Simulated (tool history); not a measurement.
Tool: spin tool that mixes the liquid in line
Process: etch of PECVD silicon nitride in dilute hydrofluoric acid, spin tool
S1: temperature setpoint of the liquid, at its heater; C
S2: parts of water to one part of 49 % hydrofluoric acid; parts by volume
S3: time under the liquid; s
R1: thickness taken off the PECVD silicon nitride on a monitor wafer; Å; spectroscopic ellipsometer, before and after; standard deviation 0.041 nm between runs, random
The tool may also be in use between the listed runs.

| run | hour | S1 | S2 | S3 | R1 |
|---|---|---|---|---|---|
| 1 | 0.0 | 21.0 | 285 | 290 | 27.905 |
| 2 | 5.4 | 21.0 | 285 | 310 | 30.095 |
| 3 | 7.1 | 21.0 | 285 | 310 | 30.102 |
| 4 | 9.3 | 21.0 | 285 | 290 | 29.698 |
| 5 | 17.0 | 21.0 | 285 | 310 | 29.737 |
| 6 | 21.5 | 20.5 | 295 | 310 | 28.958 |

What will run 7 give?
| 7 | 23.5 | 17.5 | 375 | 305 | ? |

{"run 7": {"R1": 18.025}}
